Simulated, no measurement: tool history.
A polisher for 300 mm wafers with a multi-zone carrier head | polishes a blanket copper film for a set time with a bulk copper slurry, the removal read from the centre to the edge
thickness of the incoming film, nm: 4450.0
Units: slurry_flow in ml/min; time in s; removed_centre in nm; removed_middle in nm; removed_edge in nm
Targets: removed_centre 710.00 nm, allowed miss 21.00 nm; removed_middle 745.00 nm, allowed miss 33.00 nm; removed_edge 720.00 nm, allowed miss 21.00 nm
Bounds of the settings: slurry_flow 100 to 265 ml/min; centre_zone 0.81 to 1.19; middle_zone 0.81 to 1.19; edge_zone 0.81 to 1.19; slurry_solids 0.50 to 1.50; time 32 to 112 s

run	hour	slurry_flow	centre_zone	middle_zone	edge_zone	slurry_solids	time	removed_centre	removed_middle	removed_edge
1	0.0	170	1.00	1.00	1.00	1.00	72	590.56	588.30	590.70
2	0.6	175	1.00	1.01	1.01	1.05	72	601.24	577.45	609.59
3	1.7	150	1.00	1.01	1.01	1.05	72	584.02	568.72	587.53
4	7.9	130	1.00	1.01	1.01	1.05	72	561.95	539.90	580.17
# hour 16.3: edge zone pressure recalibrated
5	16.3	140	1.00	1.02	1.02	1.05	72	577.67	568.10	572.39
6	21.5	150	1.00	1.03	1.02	1.10	72	593.33	592.38	578.70
7	22.1	160	0.99	1.03	1.03	1.10	73	600.01	605.90	596.33
8	29.3	210	1.04	1.13	1.13	1.35	74	710.51	732.03	685.55
9	32.1	210	1.04	1.13	1.14	1.35	74	698.77	747.48	692.24
10	35.3	215	1.04	1.11	1.16	1.35	74	716.80	720.59	692.12

Which of these 5 next moves meets every target?
A	38.5	180	1.01	1.11	1.15	1.35	78	?	?	?
B	38.5	220	1.01	1.04	1.19	1.25	76	?	?	?
C	38.5	195	1.01	0.95	1.19	1.35	80	?	?	?
D	38.5	190	1.12	1.10	1.12	1.50	71	?	?	?
E	38.5	235	1.01	0.91	1.19	1.40	76	?	?	?

move	removed_centre	removed_middle	removed_edge
A	705.36	732.67	707.87
B	698.36	688.25	703.75
C	733.52	677.86	745.36
D	738.03	684.96	657.77
E	723.83	646.41	728.77
A: meets every target
B: brings the result that was furthest off to its target, and leaves another outside
C: takes the result that was furthest off past its target
D: further off than the last run
E: brings the result that was furthest off to its target, and leaves another outside
Move A is the one to make.
